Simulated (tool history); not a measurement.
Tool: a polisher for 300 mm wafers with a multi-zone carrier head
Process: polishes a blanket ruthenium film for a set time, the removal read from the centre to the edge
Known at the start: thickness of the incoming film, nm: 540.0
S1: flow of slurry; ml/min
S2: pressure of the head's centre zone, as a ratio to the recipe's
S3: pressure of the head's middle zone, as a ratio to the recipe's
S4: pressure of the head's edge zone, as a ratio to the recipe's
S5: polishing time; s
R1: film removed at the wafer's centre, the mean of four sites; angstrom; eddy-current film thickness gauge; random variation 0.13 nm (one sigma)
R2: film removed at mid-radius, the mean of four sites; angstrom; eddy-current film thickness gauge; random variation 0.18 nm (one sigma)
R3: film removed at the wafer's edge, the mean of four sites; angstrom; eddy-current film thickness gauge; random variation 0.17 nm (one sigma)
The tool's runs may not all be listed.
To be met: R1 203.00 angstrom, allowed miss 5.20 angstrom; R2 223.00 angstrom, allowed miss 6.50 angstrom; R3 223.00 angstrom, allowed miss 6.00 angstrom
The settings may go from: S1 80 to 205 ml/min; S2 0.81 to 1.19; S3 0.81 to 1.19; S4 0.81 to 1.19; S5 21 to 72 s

{"run": 1, "hour": 0.0, "S1": 135, "S2": 1.0, "S3": 1.0, "S4": 1.0, "S5": 46, "R1": 400.43, "R2": 390.56, "R3": 413.45}
{"run": 2, "hour": 2.2, "S1": 130, "S2": 0.97, "S3": 1.0, "S4": 0.96, "S5": 41, "R1": 346.13, "R2": 349.47, "R3": 359.53}
{"run": 3, "hour": 7.9, "S1": 125, "S2": 0.94, "S3": 0.99, "S4": 0.93, "S5": 37, "R1": 298.58, "R2": 312.84, "R3": 317.27}
{"run": 4, "hour": 11.9, "S1": 125, "S2": 1.02, "S3": 0.99, "S4": 0.93, "S5": 37, "R1": 325.29, "R2": 311.29, "R3": 314.95}
{"run": 5, "hour": 15.1, "S1": 120, "S2": 0.99, "S3": 0.98, "S4": 0.91, "S5": 34, "R1": 285.12, "R2": 283.45, "R3": 289.02}
{"run": 6, "hour": 21.8, "S1": 120, "S2": 0.96, "S3": 0.98, "S4": 0.91, "S5": 34, "R1": 277.96, "R2": 280.5, "R3": 287.07}
{"run": 7, "hour": 27.5, "S1": 115, "S2": 0.94, "S3": 0.98, "S4": 0.89, "S5": 32, "R1": 249.96, "R2": 259.61, "R3": 268.6}
{"run": 8, "hour": 33.7, "S1": 110, "S2": 0.93, "S3": 0.99, "S4": 0.87, "S5": 31, "R1": 237.6, "R2": 251.75, "R3": 251.87}
{"run": 9, "hour": 39.6, "S1": 105, "S2": 0.92, "S3": 0.99, "S4": 0.86, "S5": 31, "R1": 233.09, "R2": 247.88, "R3": 249.25}
{"run": 10, "hour": 48.5, "S1": 95, "S2": 0.87, "S3": 0.98, "S4": 0.81, "S5": 27, "R1": 183.97, "R2": 209.1, "R3": 211.72}
{"run": 11, "hour": 53.2, "S1": 100, "S2": 0.87, "S3": 0.98, "S4": 0.81, "S5": 27, "R1": 185.12, "R2": 212.41, "R3": 209.14}
{"run": 12, "hour": 61.4, "S1": 105, "S2": 0.87, "S3": 0.97, "S4": 0.82, "S5": 27, "R1": 189.97, "R2": 217.23, "R3": 213.89}
{"run": 13, "hour": 67.5, "S1": 110, "S2": 0.88, "S3": 0.96, "S4": 0.83, "S5": 27, "R1": 191.67, "R2": 216.53, "R3": 214.63}
{"run": 14, "hour": 72.2, "S1": 110, "S2": 0.89, "S3": 0.96, "S4": 0.84, "S5": 27, "R1": 196.05, "R2": 217.27, "R3": 214.86}
{"run": 15, "hour": 80.3, "S1": 110, "S2": 0.89, "S3": 0.96, "S4": 0.85, "S5": 27, "R1": 197.41, "R2": 214.55, "R3": 217.99}

Which of these 5 next moves meets every target?
{"run": "A", "hour": 88.4, "S1": 90, "S2": 0.96, "S3": 0.93, "S4": 0.87, "S5": 28, "R1": "?", "R2": "?", "R3": "?"}
{"run": "B", "hour": 88.4, "S1": 95, "S2": 0.87, "S3": 1.04, "S4": 0.9, "S5": 28, "R1": "?", "R2": "?", "R3": "?"}
{"run": "C", "hour": 88.4, "S1": 130, "S2": 0.81, "S3": 0.94, "S4": 0.81, "S5": 29, "R1": "?", "R2": "?", "R3": "?"}
{"run": "D", "hour": 88.4, "S1": 140, "S2": 0.86, "S3": 0.92, "S4": 0.81, "S5": 27, "R1": "?", "R2": "?", "R3": "?"}
{"run": "E", "hour": 88.4, "S1": 130, "S2": 0.94, "S3": 1.0, "S4": 0.81, "S5": 25, "R1": "?", "R2": "?", "R3": "?"}

move=A R1=205.14 R2=205.34 R3=221.67
move=B R1=190.11 R2=223.04 R3=227.34
move=C R1=203.17 R2=238.96 R3=240.70
move=D R1=204.79 R2=223.59 R3=226.89
move=E R1=203.44 R2=213.12 R3=207.39
A: further off than the last run
B: brings the result that was furthest off to its target, and leaves another outside
C: takes the result that was furthest off past its target
D: meets every target
E: further off than the last run
The right move is D.
